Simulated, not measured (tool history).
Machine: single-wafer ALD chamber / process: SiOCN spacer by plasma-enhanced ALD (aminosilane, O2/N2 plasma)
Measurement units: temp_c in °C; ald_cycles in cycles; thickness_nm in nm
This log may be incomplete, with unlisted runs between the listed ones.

run	day	temp_c	ald_cycles	thickness_nm
1	0.000	405	68	4.2930
2	0.238	405	59	3.7311
3	0.333	414	59	3.6321
4	0.396	414	66	4.0593
5	0.671	405	66	4.1781
6	0.771	405	56	3.5787
7	1.008	402	59	3.7662
8	1.121	400	62	3.9552
9	1.492	399	64	4.0941
10	1.812	398	66	4.1958
11	1.975	397	68	4.3023
12	2.212	397	70	4.4861

Run 13, settings as shown, results not yet in. Your forecast:
13	2.492	396	71	?

{"run 13": {"thickness_nm": 4.5029}}
